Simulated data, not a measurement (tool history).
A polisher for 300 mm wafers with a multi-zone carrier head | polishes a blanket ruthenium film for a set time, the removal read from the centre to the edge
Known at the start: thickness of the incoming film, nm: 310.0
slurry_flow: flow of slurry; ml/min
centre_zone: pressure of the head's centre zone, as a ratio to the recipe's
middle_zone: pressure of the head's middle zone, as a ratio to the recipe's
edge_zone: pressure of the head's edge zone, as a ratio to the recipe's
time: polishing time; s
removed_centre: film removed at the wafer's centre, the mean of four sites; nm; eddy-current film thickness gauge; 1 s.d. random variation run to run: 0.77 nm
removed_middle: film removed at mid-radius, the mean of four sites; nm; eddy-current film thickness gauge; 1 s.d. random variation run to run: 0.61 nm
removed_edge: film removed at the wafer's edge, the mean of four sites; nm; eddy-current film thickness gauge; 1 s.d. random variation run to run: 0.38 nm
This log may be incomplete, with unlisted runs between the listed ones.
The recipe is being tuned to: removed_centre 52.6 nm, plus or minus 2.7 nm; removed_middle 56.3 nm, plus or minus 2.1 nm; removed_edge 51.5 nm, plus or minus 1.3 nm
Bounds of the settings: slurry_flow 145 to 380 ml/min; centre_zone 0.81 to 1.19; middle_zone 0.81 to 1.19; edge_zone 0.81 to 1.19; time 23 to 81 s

run	hour	slurry_flow	centre_zone	middle_zone	edge_zone	time	removed_centre	removed_middle	removed_edge
1	0	245	1	1	1	52	61.844	60.367	59.114
2	3.4	275	1	1	1	52	62.476	61.695	60.935
3	11.9	260	0.98	1	0.98	52	58.632	60.562	58.478
4	17.1	245	0.98	1	0.96	52	58.777	61.43	58.38
5	20	235	0.98	0.99	0.94	51	57.73	57.776	56.055
6	23.6	225	0.97	0.99	0.92	51	57.283	57.746	55.871
7	26.8	225	0.93	1.02	0.84	47	51.497	55.027	49.296
8	28.5	230	0.93	1.02	0.85	47	50.507	54.897	49.288
9	32.9	235	0.93	1.02	0.86	47	50.893	55.936	49.434
10	34.4	235	0.93	1.02	0.87	47	50.788	54.319	50.56

Exactly one of the 4 candidate moves below puts every result within its allowed miss. Which one?
A	35.9	290	0.95	0.96	0.89	45	?	?	?
B	35.9	215	0.95	1.02	0.89	48	?	?	?
C	35.9	290	0.99	1.01	0.82	45	?	?	?
D	35.9	275	0.98	0.89	0.81	48	?	?	?

move	removed_centre	removed_middle	removed_edge
A	51.881	51.767	49.387
B	53.054	55.933	51.142
C	53.906	54.023	47.576
D	56.548	51.537	50.333
A: lands further from the targets than the last run did
B: every result lands within tolerance
C: lands further from the targets than the last run did
D: lands further from the targets than the last run did
B meets every target.

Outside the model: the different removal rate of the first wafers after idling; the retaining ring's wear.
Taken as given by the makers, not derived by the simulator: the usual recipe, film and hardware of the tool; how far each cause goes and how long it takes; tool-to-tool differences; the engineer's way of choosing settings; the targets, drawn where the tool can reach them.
